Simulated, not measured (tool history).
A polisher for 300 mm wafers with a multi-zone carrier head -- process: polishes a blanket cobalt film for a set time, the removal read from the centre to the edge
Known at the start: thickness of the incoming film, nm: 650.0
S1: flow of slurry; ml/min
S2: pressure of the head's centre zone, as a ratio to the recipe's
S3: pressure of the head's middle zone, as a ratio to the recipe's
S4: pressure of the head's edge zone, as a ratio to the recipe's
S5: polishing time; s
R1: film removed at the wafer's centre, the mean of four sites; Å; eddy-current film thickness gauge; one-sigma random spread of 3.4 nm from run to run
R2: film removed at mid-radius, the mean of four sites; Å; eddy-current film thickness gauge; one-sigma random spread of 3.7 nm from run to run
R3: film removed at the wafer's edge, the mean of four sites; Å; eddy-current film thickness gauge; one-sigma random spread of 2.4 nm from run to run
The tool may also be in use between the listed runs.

run	day	S1	S2	S3	S4	S5	R1	R2	R3
1	0.000	270	1.00	1.00	1.00	37	2526.8	2786.5	2769.9
2	0.346	270	1.00	1.04	1.00	37	2559.6	2859.7	2772.1
3	0.538	225	1.00	1.04	1.00	37	2466.4	2779.2	2745.5
4	0.800	260	1.05	1.08	1.03	39	2800.0	3119.7	2940.3
5	1.004	285	1.09	1.08	1.05	41	3101.8	3355.4	3162.0
6	1.079	285	1.09	1.08	1.05	38	2839.3	3009.8	2922.7
7	1.412	305	1.12	1.09	1.04	40	3122.0	3211.2	3125.7
8	1.612	310	1.14	1.12	1.01	42	3267.9	3514.5	3232.2
9	1.788	310	1.15	1.10	0.97	44	3525.9	3618.7	3310.9
10	1.838	315	1.16	1.10	0.97	45	3617.9	3719.2	3338.9
11	2.129	320	1.17	1.10	0.97	45	3710.6	3752.6	3421.1

The next listed run, before its measurement:
12	2.358	330	1.18	1.10	0.96	45	?	?	?

{"run 12": {"R1": 3698.7, "R2": 3700.7, "R3": 3375.6}}
